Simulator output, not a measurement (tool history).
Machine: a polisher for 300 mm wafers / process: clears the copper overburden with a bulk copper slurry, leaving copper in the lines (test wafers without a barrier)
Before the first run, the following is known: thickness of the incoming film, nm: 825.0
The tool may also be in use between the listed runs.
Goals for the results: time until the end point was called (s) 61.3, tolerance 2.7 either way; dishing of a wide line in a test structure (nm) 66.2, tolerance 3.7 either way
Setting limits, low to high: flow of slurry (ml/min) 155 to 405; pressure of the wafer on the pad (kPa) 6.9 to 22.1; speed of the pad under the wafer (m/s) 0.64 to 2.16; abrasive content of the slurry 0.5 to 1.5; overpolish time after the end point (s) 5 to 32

run  hour  flow of slurry (ml/min)  pressure of the wafer on the pad (kPa)  speed of the pad under the wafer (m/s)  abrasive content of the slurry  overpolish time after the end point (s)  time until the end point was called (s)  dishing of a wide line in a test structure (nm)
  1     0                      260                                    14.5                                     1.4                               1                                       16                                   92.347                                           79.066
  2   5.1                      260                                    14.5                                    1.28                               1                                       16                                   100.73                                           73.639
  3   7.7                      215                                    14.5                                    1.28                               1                                       16                                   103.16                                           75.096
  4   9.4                      235                                    15.9                                     1.3                               1                                       14                                   90.189                                            72.66
  5  12.1                      235                                    15.9                                     1.3                            1.15                                       14                                   86.712                                           75.959
  6    18                      235                                    19.3                                     1.3                            1.15                                       14                                   73.484                                           89.727
  7    20                      245                                    19.3                                    1.32                            1.15                                       12                                   69.427                                           80.038
  8  26.9                      250                                    19.3                                    1.32                            1.15                                       11                                   72.285                                           74.966
  9  29.7                      250                                    19.3                                    1.32                            1.15                                       11                                   72.797                                           73.955
 10  33.8                      250                                      20                                    1.34                            1.15                                       10                                   67.185                                            71.46
 11  42.6                      250                                      20                                    1.34                            1.15                                       10                                   67.571                                           71.245
 12  45.7                      250                                    20.7                                    1.34                            1.15                                       10                                   65.469                                           73.671

Which single option among these 4 for the next run brings every result within its allowed miss of target? Just one does.
  A  48.8                      275                                    20.7                                    1.26                             1.3                                       13                                        ?                                                ?
  B  48.8                      260                                      20                                    1.42                            1.25                                       10                                        ?                                                ?
  C  48.8                      250                                    21.4                                    1.36                            1.15                                       12                                        ?                                                ?
  D  48.8                      295                                    17.2                                    1.68                             1.3                                        8                                        ?                                                ?

move  time until the end point was called (s)  dishing of a wide line in a test structure (nm)
   A                                   67.051                                           87.714
   B                                   62.531                                           76.565
   C                                   62.398                                           87.597
   D                                   60.289                                           65.828
A: moves away from the targets compared with the last run
B: moves away from the targets compared with the last run
C: moves away from the targets compared with the last run
D: all results in spec
D meets every target.

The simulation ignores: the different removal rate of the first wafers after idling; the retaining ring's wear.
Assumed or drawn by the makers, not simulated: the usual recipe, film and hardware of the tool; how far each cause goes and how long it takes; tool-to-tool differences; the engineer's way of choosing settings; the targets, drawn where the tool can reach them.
